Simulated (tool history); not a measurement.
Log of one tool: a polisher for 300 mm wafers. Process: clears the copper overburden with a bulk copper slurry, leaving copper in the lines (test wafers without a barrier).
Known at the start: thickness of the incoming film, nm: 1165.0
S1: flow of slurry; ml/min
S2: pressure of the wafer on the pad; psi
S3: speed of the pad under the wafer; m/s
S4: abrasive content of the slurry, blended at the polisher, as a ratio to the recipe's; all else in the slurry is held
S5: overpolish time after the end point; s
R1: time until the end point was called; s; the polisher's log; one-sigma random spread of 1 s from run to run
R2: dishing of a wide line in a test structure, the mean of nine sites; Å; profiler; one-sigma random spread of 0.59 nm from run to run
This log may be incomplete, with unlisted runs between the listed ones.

Run 1, hour 0: S1 190 ml/min, S2 2.7 psi, S3 1.34 m/s, S4 1, S5 9 s. Result: R1 101.65 s, R2 512.77 Å.
Run 2, hour 7.5: S1 190 ml/min, S2 2.6 psi, S3 1.38 m/s, S4 1, S5 8 s. Result: R1 100.7 s, R2 465.09 Å.
Run 3, hour 12.5: S1 190 ml/min, S2 3 psi, S3 1.38 m/s, S4 1, S5 8 s. Result: R1 91.715 s, R2 531.06 Å.
Run 4, hour 19.2: S1 190 ml/min, S2 2.8 psi, S3 1.46 m/s, S4 1, S5 7 s. Result: R1 92.295 s, R2 466.24 Å.
Run 5, hour 20.9: S1 190 ml/min, S2 3.4 psi, S3 1.46 m/s, S4 1, S5 7 s. Result: R1 74.594 s, R2 551.6 Å.
Run 6, hour 26.7: S1 190 ml/min, S2 3.2 psi, S3 1.52 m/s, S4 1, S5 7 s. Result: R1 76.582 s, R2 519.67 Å.
Run 7, hour 28.4: S1 190 ml/min, S2 3 psi, S3 1.58 m/s, S4 1, S5 7 s. Result: R1 77.687 s, R2 532.75 Å.
Run 8, hour 31.9: S1 200 ml/min, S2 2.9 psi, S3 1.6 m/s, S4 1.05, S5 7 s. Result: R1 77.009 s, R2 523.13 Å.
Run 9, hour 33.8: S1 200 ml/min, S2 2.9 psi, S3 1.6 m/s, S4 1.05, S5 7 s. Result: R1 77.659 s, R2 525.02 Å.
Run 10, hour 37.7: S1 190 ml/min, S2 2.8 psi, S3 1.66 m/s, S4 1, S5 7 s. Result: R1 80.903 s, R2 516.25 Å.
Run 11, hour 46: S1 200 ml/min, S2 2.7 psi, S3 1.66 m/s, S4 1.05, S5 7 s. Result: R1 81.119 s, R2 484.49 Å.
Run 12, hour 48.6: S1 210 ml/min, S2 2.6 psi, S3 1.68 m/s, S4 1.1, S5 7 s. Result: R1 83.554 s, R2 486.85 Å.
Run 13, hour 57.5: S1 220 ml/min, S2 2.5 psi, S3 1.72 m/s, S4 1.15, S5 7 s. Result: R1 82.146 s, R2 482.47 Å.
Run 14, hour 64.3: S1 230 ml/min, S2 2.4 psi, S3 1.76 m/s, S4 1.2, S5 7 s. Result: R1 85.095 s, R2 488.26 Å.
Run 15, hour 69: S1 220 ml/min, S2 2.3 psi, S3 1.8 m/s, S4 1.15, S5 7 s. Result: R1 85.932 s, R2 489.59 Å.
Run 16, hour 76.8: S1 230 ml/min, S2 2.4 psi, S3 1.76 m/s, S4 1.2, S5 7 s. Result: R1 84.316 s, R2 484.79 Å.
Run 17, hour 82.6: S1 235 ml/min, S2 2.3 psi, S3 1.8 m/s, S4 1.25, S5 7 s. Result: R1 82.484 s, R2 475.03 Å.
Run 18, hour 85.9: S1 225 ml/min, S2 2.3 psi, S3 1.8 m/s, S4 1.3, S5 7 s. Result: R1 81.972 s, R2 502.28 Å.
Run 19, hour 89.5: S1 230 ml/min, S2 2.3 psi, S3 1.82 m/s, S4 1.2, S5 7 s. Result: R1 86.038 s, R2 483.94 Å.
Run 20, hour 95.3: S1 235 ml/min, S2 2.3 psi, S3 1.76 m/s, S4 1.25, S5 7 s. Result: R1 86.711 s, R2 495.13 Å.

Expected results for the next run?
Run 21, hour 98.7: S1 220 ml/min, S2 2.3 psi, S3 1.8 m/s, S4 1.15, S5 7 s. Result: R1 ?, R2 ?.

{"run 21": {"R1": 86.507, "R2": 477.98}}
